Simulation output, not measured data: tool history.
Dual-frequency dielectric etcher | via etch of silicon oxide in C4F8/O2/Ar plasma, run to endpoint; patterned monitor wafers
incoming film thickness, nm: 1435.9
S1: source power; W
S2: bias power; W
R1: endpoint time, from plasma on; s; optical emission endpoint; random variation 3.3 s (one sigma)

run	day	S1	S2	R1
1	0.000	2350	1703	282.85
2	0.217	2350	1456	311.47
3	0.488	2350	1176	345.80
4	0.829	2270	1159	351.15
5	1.146	2010	1159	380.40
6	1.421	1990	1156	379.49
7	1.483	1970	1153	380.29
8	1.667	1950	1150	385.89

Run 9 comes next. What will it give?
9	1.779	1930	1148	?

R1: 380.30 s
